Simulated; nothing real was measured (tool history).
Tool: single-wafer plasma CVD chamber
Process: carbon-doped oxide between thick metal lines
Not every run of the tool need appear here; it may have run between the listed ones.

run,hour,heater temperature setpoint (deg C),chamber pressure (Torr),RF power (W),deposition time (s),mean film thickness on the monitor wafer (Å)
1,0.0,335,5.08,645,117,7235.2
2,6.7,335,4.41,645,117,7038.7
3,13.8,335,4.89,645,117,7168.3
4,22.7,335,4.89,645,111,6731.1
5,25.4,331,4.89,645,111,6825.7
6,27.7,331,4.73,640,111,6789.3
7,31.5,332,4.60,635,111,6667.6
8,35.5,333,4.48,635,111,6584.3
9,38.7,334,4.41,635,111,6670.7
10,45.0,334,4.34,625,111,6576.7
11,51.1,334,4.24,620,111,6441.0
12,55.9,335,4.18,620,111,6512.1
13,60.2,335,4.18,620,111,6414.5
14,69.1,336,4.13,620,111,6381.4

Run 15 comes next. What will it give?
15,69.7,337,4.10,620,111,?

mean film thickness on the monitor wafer (Å): 6446.9
